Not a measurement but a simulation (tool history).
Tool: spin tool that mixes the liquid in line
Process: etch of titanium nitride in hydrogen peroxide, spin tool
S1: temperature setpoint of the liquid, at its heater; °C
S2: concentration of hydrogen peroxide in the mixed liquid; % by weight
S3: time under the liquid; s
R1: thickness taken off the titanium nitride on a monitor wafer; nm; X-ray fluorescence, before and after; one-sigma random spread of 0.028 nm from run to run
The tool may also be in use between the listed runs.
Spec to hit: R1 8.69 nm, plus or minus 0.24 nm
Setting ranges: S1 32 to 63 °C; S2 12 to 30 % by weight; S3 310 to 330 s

| run | hour | S1 | S2 | S3 | R1 |
|---|---|---|---|---|---|
| 1 | 0 | 47 | 22 | 310 | 22.667 |
| 2 | 8.2 | 47 | 22 | 310 | 22.73 |
| 3 | 15.4 | 45.5 | 22 | 310 | 20.433 |
| 4 | 20.3 | 45.5 | 17.5 | 310 | 19.221 |
| 5 | 27.4 | 45.5 | 16 | 310 | 18.925 |
| 6 | 31.2 | 48.5 | 16 | 310 | 23.755 |
| 7 | 34.3 | 47 | 16 | 310 | 21.168 |
| 8 | 36.9 | 45.5 | 16 | 310 | 18.962 |
| 9 | 44.7 | 37.5 | 15.5 | 310 | 10.227 |
| 10 | 46.9 | 37 | 15.5 | 310 | 9.801 |
| 11 | 48 | 36 | 15.5 | 310 | 9.0978 |

Exercise: of the 4 proposed moves below, exactly one satisfies all targets within the stated allowed misses. Which move is it?
| A | 49.1 | 36 | 17 | 310 | ? |
| B | 49.1 | 35.5 | 16 | 330 | ? |
| C | 49.1 | 36.5 | 14.5 | 310 | ? |
| D | 49.1 | 35 | 18.5 | 310 | ? |

| move | R1 |
|---|---|
| A | 9.214 |
| B | 9.3074 |
| C | 9.2662 |
| D | 8.6679 |
A: misses by more than the last run did
B: misses by more than the last run did
C: misses by more than the last run did
D: every result within its allowed miss
The right move is D.
